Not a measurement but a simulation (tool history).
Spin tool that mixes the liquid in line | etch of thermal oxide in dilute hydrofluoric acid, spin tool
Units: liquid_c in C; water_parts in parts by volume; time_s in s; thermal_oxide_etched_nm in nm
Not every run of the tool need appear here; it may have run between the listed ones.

Run 1, hour 0: liquid_c 20 C, water_parts 275 parts by volume, time_s 85 s. Result: thermal_oxide_etched_nm 1.117 nm.
Run 2, hour 1: liquid_c 20 C, water_parts 210 parts by volume, time_s 85 s. Result: thermal_oxide_etched_nm 1.5787 nm.
Run 3, hour 7.3: liquid_c 19.5 C, water_parts 255 parts by volume, time_s 85 s. Result: thermal_oxide_etched_nm 1.2218 nm.
Run 4, hour 13.1: liquid_c 21 C, water_parts 255 parts by volume, time_s 85 s. Result: thermal_oxide_etched_nm 1.2715 nm.
Run 5, hour 20.1: liquid_c 20.5 C, water_parts 290 parts by volume, time_s 85 s. Result: thermal_oxide_etched_nm 1.0673 nm.
Run 6, hour 20.9: liquid_c 20 C, water_parts 315 parts by volume, time_s 85 s. Result: thermal_oxide_etched_nm 0.94389 nm.

The next listed run, before its measurement:
Run 7, hour 24.8: liquid_c 19.5 C, water_parts 335 parts by volume, time_s 85 s. Result: thermal_oxide_etched_nm ?.

Run 7 yielded thermal_oxide_etched_nm 0.86259 nm.
